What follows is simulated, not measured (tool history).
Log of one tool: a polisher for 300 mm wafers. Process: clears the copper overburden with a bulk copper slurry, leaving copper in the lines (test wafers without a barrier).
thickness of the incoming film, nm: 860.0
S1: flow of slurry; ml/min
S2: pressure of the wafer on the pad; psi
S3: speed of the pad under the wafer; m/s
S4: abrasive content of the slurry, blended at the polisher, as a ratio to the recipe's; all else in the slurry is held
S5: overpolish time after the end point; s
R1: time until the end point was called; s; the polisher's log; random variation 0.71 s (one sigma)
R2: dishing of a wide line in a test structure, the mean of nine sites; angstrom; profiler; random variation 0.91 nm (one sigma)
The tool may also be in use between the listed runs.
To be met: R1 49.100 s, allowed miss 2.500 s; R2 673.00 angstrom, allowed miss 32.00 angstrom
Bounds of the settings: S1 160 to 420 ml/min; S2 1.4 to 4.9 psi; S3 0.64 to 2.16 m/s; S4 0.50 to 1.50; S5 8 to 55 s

run	hour	S1	S2	S3	S4	S5	R1	R2
1	0.0	270	3.1	1.40	1.00	28	54.403	1215.40
2	6.2	270	3.1	1.40	1.00	40	53.308	1291.60
3	10.8	270	3.1	1.40	1.20	40	50.961	1324.60
4	19.6	330	3.1	1.40	1.20	40	49.385	1305.10
5	24.2	355	2.6	1.62	1.10	31	51.229	1234.60
6	30.3	375	2.3	1.70	1.20	25	51.907	1131.40
7	37.7	315	2.0	1.82	1.30	20	52.775	1053.90
# hour 42.9: head pressure recalibrated
8	42.9	270	1.8	1.90	1.35	17	52.537	967.54
9	50.1	240	1.7	1.96	1.40	14	53.133	894.53
10	55.9	220	1.6	2.02	1.45	12	54.651	794.84
11	64.8	205	1.6	2.06	1.45	11	55.024	762.94
12	69.5	190	1.7	2.08	1.45	10	51.047	757.40

Which of these 5 next moves meets every target?
A	74.2	195	1.6	2.00	1.40	8	?	?
B	74.2	160	2.2	2.16	1.45	8	?	?
C	74.2	160	1.4	2.16	1.45	8	?	?
D	74.2	195	1.7	2.16	1.50	8	?	?
E	74.2	160	1.4	2.16	1.50	8	?	?

move	R1	R2
A	55.014	608.20
B	42.479	741.00
C	56.268	592.48
D	48.741	662.38
E	55.837	595.55
A: takes the result that was furthest off past its target
B: as far off as the last run
C: takes the result that was furthest off past its target
D: meets every target
E: takes the result that was furthest off past its target
The right move is D.
